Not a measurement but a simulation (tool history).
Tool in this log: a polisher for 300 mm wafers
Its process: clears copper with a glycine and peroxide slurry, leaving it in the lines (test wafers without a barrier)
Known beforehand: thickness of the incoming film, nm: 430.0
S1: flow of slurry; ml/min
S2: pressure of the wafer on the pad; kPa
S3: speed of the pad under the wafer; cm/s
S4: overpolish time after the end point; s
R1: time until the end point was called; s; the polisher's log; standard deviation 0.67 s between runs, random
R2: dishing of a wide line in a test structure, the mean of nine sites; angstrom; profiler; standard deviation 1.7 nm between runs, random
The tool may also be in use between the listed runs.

Run 1, hour 0.0: S1 210 ml/min, S2 15.9 kPa, S3 118 cm/s, S4 13 s. Result: R1 74.612 s, R2 506.62 angstrom.
Run 2, hour 1.3: S1 210 ml/min, S2 15.9 kPa, S3 90 cm/s, S4 13 s. Result: R1 84.413 s, R2 424.02 angstrom.
Run 3, hour 10.0: S1 210 ml/min, S2 16.5 kPa, S3 96 cm/s, S4 13 s. Result: R1 81.138 s, R2 454.41 angstrom.
Run 4, hour 13.5: S1 210 ml/min, S2 16.5 kPa, S3 96 cm/s, S4 9 s. Result: R1 80.172 s, R2 327.14 angstrom.
Run 5, hour 14.4: S1 210 ml/min, S2 17.2 kPa, S3 104 cm/s, S4 9 s. Result: R1 75.735 s, R2 358.63 angstrom.
Run 6, hour 22.2: S1 210 ml/min, S2 17.2 kPa, S3 84 cm/s, S4 9 s. Result: R1 84.034 s, R2 329.36 angstrom.
Run 7, hour 30.9: S1 215 ml/min, S2 17.9 kPa, S3 92 cm/s, S4 10 s. Result: R1 76.471 s, R2 384.41 angstrom.
Run 8, hour 31.8: S1 230 ml/min, S2 22.1 kPa, S3 126 cm/s, S4 16 s. Result: R1 54.382 s, R2 729.06 angstrom.

What will run 9 give?
Run 9, hour 39.7: S1 230 ml/min, S2 22.1 kPa, S3 130 cm/s, S4 16 s. Result: R1 ?, R2 ?.

For run 9 the tool returned R1 52.218 s, R2 735.44 angstrom.
